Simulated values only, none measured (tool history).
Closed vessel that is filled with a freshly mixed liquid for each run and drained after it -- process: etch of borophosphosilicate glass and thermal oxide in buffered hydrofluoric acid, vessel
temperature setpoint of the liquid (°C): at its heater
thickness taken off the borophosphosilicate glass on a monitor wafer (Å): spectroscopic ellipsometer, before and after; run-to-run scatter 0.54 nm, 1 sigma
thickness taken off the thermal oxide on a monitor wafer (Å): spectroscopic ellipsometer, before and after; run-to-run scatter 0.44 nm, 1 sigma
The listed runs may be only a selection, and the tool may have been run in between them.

| run | hour | temperature setpoint of the liquid (°C) | parts of 40 % ammonium fluoride to one part of 49 % hydrofluoric acid (parts by volume) | time in the liquid (s) | thickness taken off the borophosphosilicate glass on a monitor wafer (Å) | thickness taken off the thermal oxide on a monitor wafer (Å) |
|---|---|---|---|---|---|---|
| 1 | 0.0 | 21.0 | 16.5 | 60 | 590.94 | 395.31 |
| 2 | 6.8 | 21.0 | 14.0 | 60 | 696.55 | 458.60 |
| 3 | 8.6 | 21.0 | 14.0 | 45 | 518.67 | 344.22 |
| 4 | 14.8 | 23.0 | 13.5 | 45 | 601.28 | 403.79 |
| 5 | 19.1 | 25.0 | 13.5 | 45 | 674.11 | 448.77 |
| 6 | 27.6 | 25.0 | 13.5 | 70 | 1034.70 | 692.93 |
| 7 | 33.7 | 24.5 | 13.5 | 70 | 1019.60 | 681.87 |

Expected results for the next run?
| 8 | 35.7 | 24.0 | 13.5 | 70 | ? | ? |

thickness taken off the borophosphosilicate glass on a monitor wafer (Å): 984.37
thickness taken off the thermal oxide on a monitor wafer (Å): 658.11

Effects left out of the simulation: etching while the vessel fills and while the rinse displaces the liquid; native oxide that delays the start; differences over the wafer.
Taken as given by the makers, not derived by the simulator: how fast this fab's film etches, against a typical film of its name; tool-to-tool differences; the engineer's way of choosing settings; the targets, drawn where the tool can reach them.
